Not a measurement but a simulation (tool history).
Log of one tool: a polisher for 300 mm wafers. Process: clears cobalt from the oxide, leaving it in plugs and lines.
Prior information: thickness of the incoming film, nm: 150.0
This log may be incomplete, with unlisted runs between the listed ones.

| run | hour | flow of slurry (ml/min) | pressure of the wafer on the pad (kPa) | speed of the pad under the wafer (cm/s) | overpolish time after the end point (s) | time until the end point was called (s) | dishing of a wide line in a test structure (angstrom) |
|---|---|---|---|---|---|---|---|
| 1 | 0 | 150 | 10.3 | 112 | 25 | 29.765 | 267.08 |
| 2 | 0.6 | 150 | 10.3 | 112 | 17 | 30.283 | 252.02 |
| 3 | 5.2 | 150 | 8.3 | 112 | 17 | 34.749 | 251.18 |
| 4 | 8.6 | 150 | 11 | 112 | 17 | 28.715 | 250.35 |
| 5 | 16.7 | 180 | 11 | 112 | 17 | 28.215 | 251.98 |
| 6 | 24.5 | 195 | 11 | 112 | 17 | 28.316 | 248.75 |
| 7 | 31.6 | 205 | 11.7 | 112 | 15 | 26.856 | 252.26 |
| 8 | 35.8 | 200 | 11.7 | 114 | 13 | 26.261 | 246.42 |
| 9 | 37.7 | 210 | 11.7 | 116 | 12 | 25.839 | 248.26 |
| 10 | 42.3 | 215 | 12.4 | 116 | 11 | 24.648 | 234.06 |

Estimate the outcome of run 11 from the log above:
| 11 | 47.6 | 215 | 12.4 | 116 | 10 | ? | ? |

{"run 11": {"time until the end point was called (s)": 24.958, "dishing of a wide line in a test structure (angstrom)": 236.02}}

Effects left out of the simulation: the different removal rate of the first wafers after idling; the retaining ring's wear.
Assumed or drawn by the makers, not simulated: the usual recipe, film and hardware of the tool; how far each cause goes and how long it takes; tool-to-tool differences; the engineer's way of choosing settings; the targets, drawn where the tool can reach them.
